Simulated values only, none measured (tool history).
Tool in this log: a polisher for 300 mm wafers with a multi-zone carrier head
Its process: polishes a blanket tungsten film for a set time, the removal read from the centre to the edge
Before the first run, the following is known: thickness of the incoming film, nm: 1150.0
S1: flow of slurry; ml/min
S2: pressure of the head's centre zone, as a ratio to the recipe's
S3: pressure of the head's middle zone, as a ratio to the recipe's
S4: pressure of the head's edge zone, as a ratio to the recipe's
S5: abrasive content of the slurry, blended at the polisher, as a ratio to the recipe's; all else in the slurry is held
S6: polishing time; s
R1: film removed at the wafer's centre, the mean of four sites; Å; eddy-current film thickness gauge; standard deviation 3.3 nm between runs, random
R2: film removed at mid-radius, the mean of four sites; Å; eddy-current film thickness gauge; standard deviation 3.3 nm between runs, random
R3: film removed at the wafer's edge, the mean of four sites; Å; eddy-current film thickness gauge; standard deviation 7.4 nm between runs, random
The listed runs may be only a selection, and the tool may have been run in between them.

{"run": 1, "hour": 0.0, "S1": 140, "S2": 1.0, "S3": 1.0, "S4": 1.0, "S5": 1.0, "S6": 48, "R1": 3972.3, "R2": 3967.8, "R3": 3904.5}
{"run": 2, "hour": 6.5, "S1": 155, "S2": 0.99, "S3": 1.03, "S4": 1.05, "S5": 1.1, "S6": 48, "R1": 4159.5, "R2": 4274.6, "R3": 4147.2}
{"run": 3, "hour": 15.2, "S1": 165, "S2": 0.97, "S3": 1.04, "S4": 1.09, "S5": 1.2, "S6": 48, "R1": 4216.8, "R2": 4452.0, "R3": 4444.7}
{"run": 4, "hour": 17.8, "S1": 175, "S2": 0.97, "S3": 1.06, "S4": 1.11, "S5": 1.25, "S6": 48, "R1": 4281.3, "R2": 4670.1, "R3": 4615.4}
{"run": 5, "hour": 21.6, "S1": 175, "S2": 0.97, "S3": 1.06, "S4": 1.11, "S5": 1.25, "S6": 59, "R1": 5203.4, "R2": 5580.7, "R3": 5602.0}
{"run": 6, "hour": 29.8, "S1": 160, "S2": 0.96, "S3": 1.06, "S4": 1.1, "S5": 1.25, "S6": 59, "R1": 5163.7, "R2": 5570.3, "R3": 5431.3}
{"run": 7, "hour": 32.3, "S1": 150, "S2": 0.94, "S3": 1.05, "S4": 1.1, "S5": 1.25, "S6": 59, "R1": 5024.9, "R2": 5478.0, "R3": 5527.8}
{"run": 8, "hour": 34.7, "S1": 150, "S2": 0.94, "S3": 1.05, "S4": 1.1, "S5": 1.25, "S6": 59, "R1": 4934.7, "R2": 5536.2, "R3": 5379.4}

Predict the results of run 9:
{"run": 9, "hour": 39.6, "S1": 140, "S2": 0.94, "S3": 1.04, "S4": 1.1, "S5": 1.25, "S6": 59, "R1": "?", "R2": "?", "R3": "?"}

R1: 4970.5 Å
R2: 5340.8 Å
R3: 5388.6 Å

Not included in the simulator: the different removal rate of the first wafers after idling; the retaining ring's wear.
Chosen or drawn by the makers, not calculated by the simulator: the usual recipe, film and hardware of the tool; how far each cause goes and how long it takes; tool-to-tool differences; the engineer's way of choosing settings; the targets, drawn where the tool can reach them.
